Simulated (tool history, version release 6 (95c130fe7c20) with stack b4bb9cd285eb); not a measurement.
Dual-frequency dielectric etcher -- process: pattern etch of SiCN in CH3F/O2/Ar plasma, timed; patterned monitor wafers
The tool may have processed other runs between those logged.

run  hour  source power (W)  bias power (W)  etch time (s)  mean etch depth across the wafer (angstrom)
  1     0               300              65            100                                       306.62
  2   8.1               280              64            100                                        296.1
  3  13.9               280              59            100                                       288.75
  4  20.9               270              59            100                                       283.73
  5  27.5               270              59          104.5                                       296.21
  6  32.9               230              59          104.5                                       276.58
  7  35.6               170              57          104.5                                       235.15

The next listed run, before its measurement:
  8  39.2               210              58          104.5                                            ?

Run 8 yielded mean etch depth across the wafer (angstrom) 261.99.
